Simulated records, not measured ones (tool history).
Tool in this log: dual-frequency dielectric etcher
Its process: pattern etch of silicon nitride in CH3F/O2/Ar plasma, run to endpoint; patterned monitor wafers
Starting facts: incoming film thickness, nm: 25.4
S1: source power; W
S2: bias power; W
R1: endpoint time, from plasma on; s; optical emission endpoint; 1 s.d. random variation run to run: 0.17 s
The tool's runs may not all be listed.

| run | hour | S1 | S2 | R1 |
|---|---|---|---|---|
| 1 | 0 | 360 | 88 | 34.675 |
| 2 | 3 | 370 | 90 | 33.881 |
| 3 | 7.5 | 370 | 76 | 35.566 |
| 4 | 13.1 | 370 | 71 | 36.301 |
| 5 | 18.2 | 370 | 64 | 37.447 |
| 6 | 19.2 | 370 | 73 | 36.322 |
| 7 | 26.3 | 380 | 76 | 34.962 |
| 8 | 29.1 | 390 | 77 | 34.664 |

Predict the results of run 9:
| 9 | 33.6 | 400 | 79 | ? |

R1: 34.035 s
